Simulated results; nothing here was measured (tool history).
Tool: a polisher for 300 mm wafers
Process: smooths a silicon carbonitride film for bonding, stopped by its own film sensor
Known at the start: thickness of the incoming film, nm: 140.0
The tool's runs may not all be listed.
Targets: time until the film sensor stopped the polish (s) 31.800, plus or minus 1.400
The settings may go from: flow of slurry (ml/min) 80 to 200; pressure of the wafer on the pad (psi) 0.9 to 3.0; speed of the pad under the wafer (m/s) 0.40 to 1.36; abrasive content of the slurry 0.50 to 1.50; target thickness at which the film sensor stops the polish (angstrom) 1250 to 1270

run  hour  flow of slurry (ml/min)  pressure of the wafer on the pad (psi)  speed of the pad under the wafer (m/s)  abrasive content of the slurry  target thickness at which the film sensor stops the polish (angstrom)  time until the film sensor stopped the polish (s)
  1   0.0                      130                                     1.9                                    0.88                            1.00                                                                   1250                                             58.856
  2   7.9                      130                                     1.9                                    0.68                            1.00                                                                   1250                                             73.957
  3  14.9                      130                                     2.0                                    0.70                            1.00                                                                   1250                                             69.413
  4  23.0                      130                                     2.0                                    0.90                            1.00                                                                   1250                                             56.427
  5  28.8                      130                                     2.1                                    0.92                            1.00                                                                   1250                                             51.829
  6  29.8                      130                                     2.1                                    1.00                            1.00                                                                   1250                                             50.029
  7  37.6                      130                                     2.2                                    1.00                            1.00                                                                   1250                                             46.983
  8  42.4                      130                                     2.3                                    1.00                            1.00                                                                   1250                                             44.616
  9  50.7                      130                                     2.4                                    1.00                            1.00                                                                   1250                                             43.747

Of the 4 settings listed for the next run, only one would bring every result within its allowed miss of target. Which one?
  A  59.0                      140                                     2.3                                    1.04                            0.90                                                                   1270                                                  ?
  B  59.0                      145                                     2.6                                    1.00                            1.15                                                                   1270                                                  ?
  C  59.0                      165                                     2.4                                    1.02                            1.00                                                                   1270                                                  ?
  D  59.0                      125                                     2.8                                    1.02                            1.00                                                                   1260                                                  ?

move  time until the film sensor stopped the polish (s)
   A                                             38.851
   B                                             31.977
   C                                             35.155
   D                                             34.374
A: closes in on the targets versus the last run, not all within tolerance yet
B: all results in spec
C: closes in on the targets versus the last run, not all within tolerance yet
D: closes in on the targets versus the last run, not all within tolerance yet
B is the move that brings every result within its allowed miss.
